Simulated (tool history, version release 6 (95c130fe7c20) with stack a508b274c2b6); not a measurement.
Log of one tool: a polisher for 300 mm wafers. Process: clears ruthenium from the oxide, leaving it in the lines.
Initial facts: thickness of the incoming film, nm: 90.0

run  hour  flow of slurry (ml/min)  pressure of the wafer on the pad (kPa)  speed of the pad under the wafer (m/s)  overpolish time after the end point (s)  time until the end point was called (s)
  1     0                      200                                     9.7                                    1.26                                       32                                   95.586
  2   8.4                      200                                      11                                    1.26                                       32                                   82.384
  3  14.3                      200                                     9.7                                    1.24                                       32                                   93.796
  4  23.3                      200                                     8.3                                    1.22                                       32                                   113.53
  5  27.1                      220                                     8.3                                    1.22                                       32                                   111.44
  6  31.3                      200                                     8.3                                    1.22                                       32                                   112.08

Run 7 is up next; what results do you expect?
  7    35                      200                                     7.6                                    1.22                                       32                                        ?

Run 7 came out at time until the end point was called (s) 119.41.

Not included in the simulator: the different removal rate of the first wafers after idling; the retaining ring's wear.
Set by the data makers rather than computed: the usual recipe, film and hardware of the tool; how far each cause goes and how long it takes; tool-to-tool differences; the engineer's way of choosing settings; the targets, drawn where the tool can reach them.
